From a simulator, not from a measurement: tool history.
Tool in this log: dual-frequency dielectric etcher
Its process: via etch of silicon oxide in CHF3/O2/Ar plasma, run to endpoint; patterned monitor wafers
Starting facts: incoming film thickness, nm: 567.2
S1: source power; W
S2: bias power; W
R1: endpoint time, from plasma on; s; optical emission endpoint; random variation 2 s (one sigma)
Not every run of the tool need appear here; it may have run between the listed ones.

{"run": 1, "hour": 0.0, "S1": 590, "S2": 202, "R1": 281.88}
{"run": 2, "hour": 7.0, "S1": 530, "S2": 191, "R1": 295.14}
{"run": 3, "hour": 12.6, "S1": 480, "S2": 178, "R1": 317.6}
{"run": 4, "hour": 16.6, "S1": 450, "S2": 176, "R1": 321.27}
{"run": 5, "hour": 21.1, "S1": 450, "S2": 195, "R1": 308.65}
{"run": 6, "hour": 27.6, "S1": 450, "S2": 225, "R1": 298.49}
{"run": 7, "hour": 28.5, "S1": 420, "S2": 209, "R1": 315.17}
{"run": 8, "hour": 31.2, "S1": 400, "S2": 200, "R1": 320.61}
{"run": 9, "hour": 38.7, "S1": 390, "S2": 191, "R1": 325.82}
{"run": 10, "hour": 47.7, "S1": 380, "S2": 183, "R1": 335.36}

What will run 11 give?
{"run": 11, "hour": 49.2, "S1": 370, "S2": 180, "R1": "?"}

For run 11 the tool returned R1 339.16 s.
